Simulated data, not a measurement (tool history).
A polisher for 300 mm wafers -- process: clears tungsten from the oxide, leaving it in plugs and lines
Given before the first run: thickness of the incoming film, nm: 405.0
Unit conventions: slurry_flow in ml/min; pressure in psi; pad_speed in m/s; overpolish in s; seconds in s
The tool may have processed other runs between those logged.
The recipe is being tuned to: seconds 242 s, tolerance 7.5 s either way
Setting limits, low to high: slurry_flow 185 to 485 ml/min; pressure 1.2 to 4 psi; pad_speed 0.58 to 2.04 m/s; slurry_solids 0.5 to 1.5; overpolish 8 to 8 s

run	hour	slurry_flow	pressure	pad_speed	slurry_solids	overpolish	seconds
1	0	310	2.6	1.3	1	8	106.74
2	0.7	310	2.3	1.24	1	8	125.31
3	6.3	310	2.3	1.24	1.15	8	120.73
4	9.2	310	2.3	1.24	1.15	8	121.69
5	9.8	310	2.8	1.24	1.15	8	100.61
6	13.6	310	2.5	1.18	1.15	8	117.79
7	16	310	2.5	1.18	1.15	8	114.67
8	23.5	310	2.5	1.18	1.15	8	115.49
9	24.6	310	2.3	1.12	1.15	8	132.88
10	26.2	310	2.1	1.08	1.15	8	147.24
11	31.4	310	1.9	1.04	1.15	8	166.94
12	37.8	310	1.8	1.02	1.15	8	179.24
13	39.4	310	1.7	1.02	1.15	8	190.23
14	43	310	1.6	1.02	1.15	8	202.6

Exercise: of the 4 proposed moves below, exactly one satisfies all targets within the stated allowed misses. Which move is it?
A	46.6	350	1.4	0.94	0.9	8	?
B	46.6	320	1.2	1.04	1.1	8	?
C	46.6	285	1.4	0.88	1.15	8	?
D	46.6	330	1.2	1.16	1.05	8	?

move	seconds
A	259.94
B	262.38
C	260.17
D	241.82
A: carries the result that was furthest off beyond its target, to the other side
B: carries the result that was furthest off beyond its target, to the other side
C: carries the result that was furthest off beyond its target, to the other side
D: every result lands within tolerance
Answer: D
